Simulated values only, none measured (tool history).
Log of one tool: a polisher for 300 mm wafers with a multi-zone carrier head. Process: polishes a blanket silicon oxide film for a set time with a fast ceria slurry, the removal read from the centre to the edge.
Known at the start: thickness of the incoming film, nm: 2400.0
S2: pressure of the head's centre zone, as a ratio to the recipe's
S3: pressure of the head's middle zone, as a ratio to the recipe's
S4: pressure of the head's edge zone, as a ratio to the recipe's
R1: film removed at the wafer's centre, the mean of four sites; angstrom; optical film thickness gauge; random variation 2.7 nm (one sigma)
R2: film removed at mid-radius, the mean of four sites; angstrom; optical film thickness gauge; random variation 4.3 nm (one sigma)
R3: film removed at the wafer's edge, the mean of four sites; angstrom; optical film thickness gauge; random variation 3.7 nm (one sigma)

run 1 hour=0.0 | flow_of_slurry_(ml/min)=240 S2=1.00 S3=1.00 S4=1.00 polishing_time_(s)=39 | R1=6792.1 R2=6672.7 R3=6795.9
run 2 hour=4.8 | flow_of_slurry_(ml/min)=180 S2=1.00 S3=1.00 S4=1.00 polishing_time_(s)=39 | R1=6451.5 R2=6471.9 R3=6564.5
run 3 hour=8.3 | flow_of_slurry_(ml/min)=180 S2=1.00 S3=1.00 S4=1.04 polishing_time_(s)=39 | R1=6457.2 R2=6467.1 R3=6666.4
run 4 hour=14.9 | flow_of_slurry_(ml/min)=175 S2=0.96 S3=0.98 S4=1.01 polishing_time_(s)=35 | R1=5520.7 R2=5804.4 R3=5986.1
run 5 hour=18.4 | flow_of_slurry_(ml/min)=175 S2=0.96 S3=0.98 S4=1.01 polishing_time_(s)=41 | R1=6474.5 R2=6711.0 R3=6884.8
run 6 hour=20.0 | flow_of_slurry_(ml/min)=175 S2=0.93 S3=0.98 S4=1.01 polishing_time_(s)=41 | R1=6178.6 R2=6791.9 R3=6865.0
run 7 hour=28.5 | flow_of_slurry_(ml/min)=175 S2=0.92 S3=0.95 S4=0.97 polishing_time_(s)=36 | R1=5466.8 R2=5730.9 R3=6032.7
run 8 hour=35.4 | flow_of_slurry_(ml/min)=170 S2=0.90 S3=0.95 S4=0.94 polishing_time_(s)=33 | R1=4927.1 R2=5209.0 R3=5436.9
run 9 hour=40.5 | flow_of_slurry_(ml/min)=165 S2=0.88 S3=0.94 S4=0.91 polishing_time_(s)=31 | R1=4435.0 R2=4872.7 R3=4985.4
run 10 hour=48.0 | flow_of_slurry_(ml/min)=165 S2=0.87 S3=0.92 S4=0.89 polishing_time_(s)=30 | R1=4306.4 R2=4652.4 R3=4767.4
run 11 hour=50.6 | flow_of_slurry_(ml/min)=150 S2=0.81 S3=0.86 S4=0.86 polishing_time_(s)=27 | R1=3492.9 R2=3902.3 R3=4194.8

The next listed run, before its measurement:
run 12 hour=57.8 | flow_of_slurry_(ml/min)=220 S2=0.84 S3=0.87 S4=0.85 polishing_time_(s)=27 | R1=? R2=? R3=?

{"run 12": {"R1": 3929.6, "R2": 4127.9, "R3": 4369.6}}
